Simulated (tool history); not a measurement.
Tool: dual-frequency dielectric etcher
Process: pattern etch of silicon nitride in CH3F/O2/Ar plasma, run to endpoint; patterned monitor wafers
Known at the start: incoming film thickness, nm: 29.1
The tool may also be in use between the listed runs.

run	hour	source power (kW)	bias power (kW)	endpoint time (s)
1	0.0	0.340	0.093	43.473
2	6.7	0.340	0.080	46.397
3	8.4	0.380	0.090	42.611
4	14.7	0.360	0.090	42.941
5	20.3	0.390	0.097	41.273
6	22.0	0.410	0.106	38.949

The next listed run, before its measurement:
7	23.3	0.430	0.111	?

{"run 7": {"endpoint time (s)": 37.728}}
